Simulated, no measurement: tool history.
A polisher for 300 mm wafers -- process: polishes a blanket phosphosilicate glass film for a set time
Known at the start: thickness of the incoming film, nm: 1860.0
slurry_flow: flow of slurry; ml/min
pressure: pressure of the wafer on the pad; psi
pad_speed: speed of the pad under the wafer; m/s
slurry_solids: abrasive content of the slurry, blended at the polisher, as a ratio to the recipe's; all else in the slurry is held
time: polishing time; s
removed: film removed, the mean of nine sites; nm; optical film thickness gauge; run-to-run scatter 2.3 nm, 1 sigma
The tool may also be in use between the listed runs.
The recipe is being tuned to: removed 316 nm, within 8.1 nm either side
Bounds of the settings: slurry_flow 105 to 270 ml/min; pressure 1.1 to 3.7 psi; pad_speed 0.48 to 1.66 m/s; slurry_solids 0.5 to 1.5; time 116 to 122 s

| run | hour | slurry_flow | pressure | pad_speed | slurry_solids | time | removed |
|---|---|---|---|---|---|---|---|
| 1 | 0 | 175 | 2.4 | 1.06 | 1 | 116 | 717.39 |
| 2 | 5.3 | 205 | 2.4 | 1.06 | 1 | 116 | 727.28 |
| 3 | 8.3 | 205 | 2.1 | 1.06 | 1 | 116 | 657.04 |
| 4 | 10.4 | 200 | 2 | 1 | 1 | 116 | 594.53 |
| 5 | 18.8 | 200 | 2 | 1 | 1 | 122 | 627.23 |
| 6 | 22.5 | 160 | 2 | 1 | 1 | 122 | 607.32 |
| 7 | 30.1 | 155 | 1.9 | 0.96 | 1 | 122 | 549.58 |
| 8 | 31.9 | 120 | 1.3 | 0.76 | 1 | 122 | 326.96 |
| 9 | 40.8 | 115 | 1.3 | 0.76 | 1 | 122 | 327.82 |
| 10 | 45.5 | 115 | 1.3 | 0.76 | 1 | 122 | 327.99 |

4 candidate next runs follow, results not yet known. Just one meets every target within its allowed miss. Identify it.
| A | 50.2 | 140 | 1.3 | 0.76 | 1 | 122 | ? |
| B | 50.2 | 105 | 1.2 | 0.9 | 1.05 | 116 | ? |
| C | 50.2 | 155 | 1.3 | 0.7 | 0.95 | 122 | ? |
| D | 50.2 | 105 | 1.2 | 0.88 | 1 | 119 | ? |

| move | removed |
|---|---|
| A | 335.17 |
| B | 333 |
| C | 310.05 |
| D | 326.62 |
A: misses by more than the last run did
B: misses by more than the last run did
C: all results land within tolerance of their targets
D: closes in on the targets versus the last run, not all within tolerance yet
Answer: C
